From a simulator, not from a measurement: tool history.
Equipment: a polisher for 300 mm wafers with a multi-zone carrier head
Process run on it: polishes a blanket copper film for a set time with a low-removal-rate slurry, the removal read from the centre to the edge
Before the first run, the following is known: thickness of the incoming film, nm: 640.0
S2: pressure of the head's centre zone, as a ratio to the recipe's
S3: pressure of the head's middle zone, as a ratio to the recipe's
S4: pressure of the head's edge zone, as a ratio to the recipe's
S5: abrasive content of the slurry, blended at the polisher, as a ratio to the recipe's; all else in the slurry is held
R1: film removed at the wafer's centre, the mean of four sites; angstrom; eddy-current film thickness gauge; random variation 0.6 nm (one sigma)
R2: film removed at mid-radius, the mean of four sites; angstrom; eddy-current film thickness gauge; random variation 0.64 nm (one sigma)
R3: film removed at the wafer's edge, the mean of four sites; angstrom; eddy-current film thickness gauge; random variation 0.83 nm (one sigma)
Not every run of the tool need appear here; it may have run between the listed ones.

Run 1, hour 0.0: flow of slurry (ml/min) 145, S2 1.00, S3 1.00, S4 1.00, S5 1.00, polishing time (s) 60. Result: R1 1510.10 angstrom, R2 1537.00 angstrom, R3 1488.60 angstrom.
Run 2, hour 3.9: flow of slurry (ml/min) 145, S2 1.00, S3 1.00, S4 1.00, S5 1.00, polishing time (s) 68. Result: R1 1716.30 angstrom, R2 1770.30 angstrom, R3 1699.90 angstrom.
Run 3, hour 12.0: flow of slurry (ml/min) 145, S2 1.00, S3 1.04, S4 1.00, S5 1.00, polishing time (s) 68. Result: R1 1690.30 angstrom, R2 1809.30 angstrom, R3 1715.60 angstrom.
Run 4, hour 19.7: flow of slurry (ml/min) 145, S2 0.93, S3 1.04, S4 1.00, S5 1.00, polishing time (s) 68. Result: R1 1605.50 angstrom, R2 1802.90 angstrom, R3 1703.10 angstrom.
Run 5, hour 25.1: flow of slurry (ml/min) 145, S2 0.93, S3 1.10, S4 1.00, S5 1.00, polishing time (s) 68. Result: R1 1613.40 angstrom, R2 1875.70 angstrom, R3 1706.50 angstrom.
Run 6, hour 29.2: flow of slurry (ml/min) 145, S2 0.93, S3 1.10, S4 1.00, S5 1.15, polishing time (s) 68. Result: R1 1668.40 angstrom, R2 1967.90 angstrom, R3 1727.30 angstrom.
Run 7, hour 34.4: flow of slurry (ml/min) 135, S2 0.95, S3 1.13, S4 0.94, S5 0.95, polishing time (s) 54. Result: R1 1274.80 angstrom, R2 1488.90 angstrom, R3 1288.90 angstrom.
Run 8, hour 42.7: flow of slurry (ml/min) 130, S2 0.96, S3 1.14, S4 0.90, S5 0.80, polishing time (s) 45. Result: R1 1008.40 angstrom, R2 1188.10 angstrom, R3 1011.20 angstrom.
Run 9, hour 43.5: flow of slurry (ml/min) 135, S2 0.97, S3 1.13, S4 0.87, S5 0.70, polishing time (s) 41. Result: R1 917.73 angstrom, R2 1056.40 angstrom, R3 880.98 angstrom.
Run 10, hour 45.9: flow of slurry (ml/min) 145, S2 0.96, S3 1.11, S4 0.85, S5 0.65, polishing time (s) 39. Result: R1 861.00 angstrom, R2 996.03 angstrom, R3 828.08 angstrom.
Run 11, hour 50.3: flow of slurry (ml/min) 145, S2 0.96, S3 1.10, S4 0.84, S5 0.60, polishing time (s) 38. Result: R1 827.13 angstrom, R2 941.65 angstrom, R3 789.01 angstrom.

Forecast run 12:
Run 12, hour 54.8: flow of slurry (ml/min) 140, S2 0.96, S3 1.10, S4 0.83, S5 0.55, polishing time (s) 37. Result: R1 ?, R2 ?, R3 ?.

Run 12 gave R1 767.46 angstrom, R2 894.69 angstrom, R3 746.86 angstrom.

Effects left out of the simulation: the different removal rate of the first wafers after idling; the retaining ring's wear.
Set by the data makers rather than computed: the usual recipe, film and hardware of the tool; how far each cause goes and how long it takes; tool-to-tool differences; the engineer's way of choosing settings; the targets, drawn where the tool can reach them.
